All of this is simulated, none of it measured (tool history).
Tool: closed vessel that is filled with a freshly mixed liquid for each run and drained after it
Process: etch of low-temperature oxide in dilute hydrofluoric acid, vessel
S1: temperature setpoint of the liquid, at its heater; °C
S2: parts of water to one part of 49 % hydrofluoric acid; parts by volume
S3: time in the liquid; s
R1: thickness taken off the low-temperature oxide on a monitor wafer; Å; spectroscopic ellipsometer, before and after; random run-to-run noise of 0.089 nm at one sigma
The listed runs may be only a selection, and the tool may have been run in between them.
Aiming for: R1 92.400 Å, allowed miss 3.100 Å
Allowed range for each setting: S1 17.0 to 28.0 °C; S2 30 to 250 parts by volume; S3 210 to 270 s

{"run": 1, "hour": 0.0, "S1": 20.0, "S2": 140, "S3": 270, "R1": 173.61}
{"run": 2, "hour": 1.8, "S1": 20.0, "S2": 140, "S3": 210, "R1": 136.02}
{"run": 3, "hour": 2.6, "S1": 20.0, "S2": 140, "S3": 270, "R1": 174.32}
{"run": 4, "hour": 10.1, "S1": 19.5, "S2": 150, "S3": 270, "R1": 155.83}
{"run": 5, "hour": 16.8, "S1": 19.5, "S2": 195, "S3": 270, "R1": 114.97}
{"run": 6, "hour": 24.2, "S1": 19.5, "S2": 195, "S3": 270, "R1": 116.06}
{"run": 7, "hour": 25.4, "S1": 19.0, "S2": 200, "S3": 270, "R1": 109.26}
{"run": 8, "hour": 31.4, "S1": 18.0, "S2": 210, "S3": 270, "R1": 100.24}

Which of these 4 next moves meets every target?
{"run": "A", "hour": 37.4, "S1": 19.0, "S2": 160, "S3": 215, "R1": "?"}
{"run": "B", "hour": 37.4, "S1": 18.0, "S2": 195, "S3": 225, "R1": "?"}
{"run": "C", "hour": 37.4, "S1": 20.5, "S2": 225, "S3": 270, "R1": "?"}
{"run": "D", "hour": 37.4, "S1": 18.0, "S2": 205, "S3": 270, "R1": "?"}

move=A R1=114.270
move=B R1=91.106
move=C R1=101.250
move=D R1=103.000
A: misses by more than the last run did
B: each result inside its tolerance
C: misses by more than the last run did
D: misses by more than the last run did
Go with B: it meets all targets.
